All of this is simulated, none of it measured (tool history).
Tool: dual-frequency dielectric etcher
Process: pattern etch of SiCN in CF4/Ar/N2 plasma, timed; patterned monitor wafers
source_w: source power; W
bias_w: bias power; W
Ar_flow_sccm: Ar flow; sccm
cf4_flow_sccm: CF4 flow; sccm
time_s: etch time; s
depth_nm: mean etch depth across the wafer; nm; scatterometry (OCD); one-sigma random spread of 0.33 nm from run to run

run  hour  source_w  bias_w  Ar_flow_sccm  cf4_flow_sccm  time_s  depth_nm
  1     0       380      69           139             76     171    129.26
  2   8.3       380      69           114             76     171    133.12
  3  12.2       360      69           114             76     171    125.17
  4  20.7       350      69           114             76     171    121.98
  5  22.6       380      69           114             76     171    132.66
  6  29.8       370      69           114             76     171    129.61
  7  34.1       360      69           114             76     171     126.3
  8  40.3       350      69           114             76     171    121.99

What does the tool deliver on the next run?
  9  46.8       270      68           114             76     171         ?

depth_nm: 91.062 nm

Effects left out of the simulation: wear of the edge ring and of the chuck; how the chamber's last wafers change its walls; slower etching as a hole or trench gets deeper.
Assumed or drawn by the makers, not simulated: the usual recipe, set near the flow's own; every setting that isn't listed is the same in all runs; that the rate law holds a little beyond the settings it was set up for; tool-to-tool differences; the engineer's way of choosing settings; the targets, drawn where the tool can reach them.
